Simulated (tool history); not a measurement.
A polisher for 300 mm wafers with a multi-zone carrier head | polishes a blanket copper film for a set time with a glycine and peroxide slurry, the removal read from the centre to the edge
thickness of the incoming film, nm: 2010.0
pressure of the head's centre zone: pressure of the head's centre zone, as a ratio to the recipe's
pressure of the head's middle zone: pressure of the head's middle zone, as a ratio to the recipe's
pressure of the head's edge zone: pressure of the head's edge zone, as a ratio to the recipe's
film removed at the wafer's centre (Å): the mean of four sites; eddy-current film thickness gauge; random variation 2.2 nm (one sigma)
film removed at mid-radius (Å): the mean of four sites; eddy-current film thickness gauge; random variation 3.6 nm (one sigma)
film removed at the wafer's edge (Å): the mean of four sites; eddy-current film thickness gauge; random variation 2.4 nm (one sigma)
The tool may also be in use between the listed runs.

run  hour  flow of slurry (ml/min)  pressure of the head's centre zone  pressure of the head's middle zone  pressure of the head's edge zone  polishing time (s)  film removed at the wafer's centre (Å)  film removed at mid-radius (Å)  film removed at the wafer's edge (Å)
  1     0                      280                                   1                                   1                                 1                  43                                  2702.4                          2609.6                                2613.9
  2   6.8                      280                                   1                                   1                              0.94                  43                                    2699                          2662.2                                2546.8
  3  15.2                      285                                1.02                                1.01                              0.98                  44                                  2797.6                          2692.5                                2661.8
  4  19.4                      295                                1.04                                1.03                              1.01                  45                                  2939.6                          2823.1                                2750.2
  5  20.1                      230                                1.04                                1.03                              1.01                  45                                  2834.2                          2784.7                                  2712
  6  20.8                      230                                1.04                                1.09                              1.01                  45                                    2853                          2862.8                                2709.9
  7  28.5                      245                                1.06                                1.08                              1.04                  46                                  2976.3                          2953.6                                2841.3
  8  30.8                      260                                1.08                                1.07                              1.07                  46                                  3080.7                          2910.4                                2843.8

Run 9 comes next. What will it give?
  9  34.5                      270                                1.08                                1.06                              1.09                  47                                       ?                               ?                                     ?

{"run 9": {"film removed at the wafer's centre (Å)": 3173.7, "film removed at mid-radius (Å)": 2972.1, "film removed at the wafer's edge (Å)": 2983.9}}
